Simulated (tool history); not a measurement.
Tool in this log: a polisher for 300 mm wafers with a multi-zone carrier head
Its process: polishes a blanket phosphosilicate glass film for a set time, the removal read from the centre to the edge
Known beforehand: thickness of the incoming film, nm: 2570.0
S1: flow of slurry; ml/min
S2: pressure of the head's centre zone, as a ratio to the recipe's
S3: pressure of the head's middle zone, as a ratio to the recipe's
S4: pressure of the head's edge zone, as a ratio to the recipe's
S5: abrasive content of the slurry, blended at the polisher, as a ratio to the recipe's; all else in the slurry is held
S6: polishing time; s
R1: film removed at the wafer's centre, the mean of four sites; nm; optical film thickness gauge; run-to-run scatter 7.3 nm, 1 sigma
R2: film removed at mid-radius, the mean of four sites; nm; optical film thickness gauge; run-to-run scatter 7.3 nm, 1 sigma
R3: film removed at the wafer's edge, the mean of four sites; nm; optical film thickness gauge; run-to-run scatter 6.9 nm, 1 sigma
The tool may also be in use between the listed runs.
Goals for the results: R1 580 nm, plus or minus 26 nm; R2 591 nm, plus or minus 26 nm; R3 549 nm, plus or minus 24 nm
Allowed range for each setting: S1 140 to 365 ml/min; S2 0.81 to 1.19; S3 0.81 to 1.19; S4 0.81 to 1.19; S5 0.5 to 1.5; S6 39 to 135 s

Run 1, hour 0: S1 235 ml/min, S2 1, S3 1, S4 1, S5 1, S6 87 s. Result: R1 607.33 nm, R2 621.13 nm, R3 629.1 nm.
Run 2, hour 8: S1 235 ml/min, S2 1, S3 1, S4 1, S5 1, S6 65 s. Result: R1 450.96 nm, R2 465.98 nm, R3 464.59 nm.
Run 3, hour 9.7: S1 240 ml/min, S2 1.02, S3 1.02, S4 1.01, S5 1.05, S6 65 s. Result: R1 490.5 nm, R2 497.37 nm, R3 483.55 nm.
Run 4, hour 11.2: S1 295 ml/min, S2 1.02, S3 1.02, S4 1.01, S5 1.05, S6 65 s. Result: R1 492.61 nm, R2 508.7 nm, R3 503.15 nm.
Run 5, hour 15.2: S1 295 ml/min, S2 0.99, S3 1.02, S4 1.01, S5 1.05, S6 65 s. Result: R1 479.36 nm, R2 499.58 nm, R3 505.56 nm.
At hour 22.9: worn pad replaced by a new one.
Run 6, hour 22.9: S1 295 ml/min, S2 0.99, S3 1.09, S4 1.01, S5 1.05, S6 65 s. Result: R1 553.82 nm, R2 608.06 nm, R3 562.03 nm.
Run 7, hour 24.4: S1 295 ml/min, S2 1, S3 1.09, S4 1.01, S5 1.05, S6 65 s. Result: R1 552.37 nm, R2 609.67 nm, R3 569.81 nm.
Run 8, hour 30.7: S1 295 ml/min, S2 1, S3 1.09, S4 1.01, S5 1.05, S6 65 s. Result: R1 547.71 nm, R2 612.91 nm, R3 569.75 nm.

Of the 5 settings listed for the next run, only one would bring every result within its allowed miss of target. Which one?
Run A, hour 37: S1 320 ml/min, S2 0.96, S3 1.09, S4 1.03, S5 0.9, S6 71 s. Result: R1 ?, R2 ?, R3 ?.
Run B, hour 37: S1 325 ml/min, S2 1.11, S3 1.01, S4 1.04, S5 1.05, S6 62 s. Result: R1 ?, R2 ?, R3 ?.
Run C, hour 37: S1 270 ml/min, S2 0.93, S3 1.14, S4 1, S5 1.05, S6 68 s. Result: R1 ?, R2 ?, R3 ?.
Run D, hour 37: S1 305 ml/min, S2 0.96, S3 1.07, S4 1.09, S5 1, S6 66 s. Result: R1 ?, R2 ?, R3 ?.
Run E, hour 37: S1 195 ml/min, S2 1.02, S3 1, S4 0.84, S5 1, S6 72 s. Result: R1 ?, R2 ?, R3 ?.

move      R1      R2      R3
   A  536.05  607.51   570.8
   B   589.7  540.93  545.71
   C  531.12  646.94  578.26
   D   525.6  586.64  576.74
   E  575.57  574.23  535.67
A: lands further from the targets than the last run did
B: corrects the largest miss of the last run, while another result sits out of spec
C: lands further from the targets than the last run did
D: lands further from the targets than the last run did
E: in spec on every target
Go with E: it meets all targets.
